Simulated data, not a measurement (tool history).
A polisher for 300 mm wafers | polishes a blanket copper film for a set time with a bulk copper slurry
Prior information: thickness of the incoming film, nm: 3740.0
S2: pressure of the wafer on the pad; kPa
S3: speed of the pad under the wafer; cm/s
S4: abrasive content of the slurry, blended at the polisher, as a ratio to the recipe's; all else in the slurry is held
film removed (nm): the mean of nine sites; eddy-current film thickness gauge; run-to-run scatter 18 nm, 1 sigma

Run 1, day 0: flow of slurry (ml/min) 240, S2 18.6 kPa, S3 130 cm/s, S4 1, polishing time (s) 86. Result: film removed (nm) 1111.6.
Run 2, day 0.029: flow of slurry (ml/min) 240, S2 18.6 kPa, S3 130 cm/s, S4 1, polishing time (s) 86. Result: film removed (nm) 1115.3.
Run 3, day 0.304: flow of slurry (ml/min) 215, S2 18.6 kPa, S3 130 cm/s, S4 1, polishing time (s) 86. Result: film removed (nm) 1112.5.
Run 4, day 0.654: flow of slurry (ml/min) 255, S2 18.6 kPa, S3 130 cm/s, S4 1, polishing time (s) 86. Result: film removed (nm) 1115.
Run 5, day 0.725: flow of slurry (ml/min) 255, S2 20 kPa, S3 130 cm/s, S4 1, polishing time (s) 86. Result: film removed (nm) 1187.5.
Run 6, day 1.1: flow of slurry (ml/min) 255, S2 18.6 kPa, S3 130 cm/s, S4 1, polishing time (s) 86. Result: film removed (nm) 1085.8.
Run 7, day 1.196: flow of slurry (ml/min) 255, S2 18.6 kPa, S3 130 cm/s, S4 1, polishing time (s) 86. Result: film removed (nm) 1087.

For run 8, what comes out?
Run 8, day 1.471: flow of slurry (ml/min) 255, S2 20 kPa, S3 130 cm/s, S4 1, polishing time (s) 86. Result: film removed (nm) ?.

Logged for run 8: film removed (nm) 1199.6.
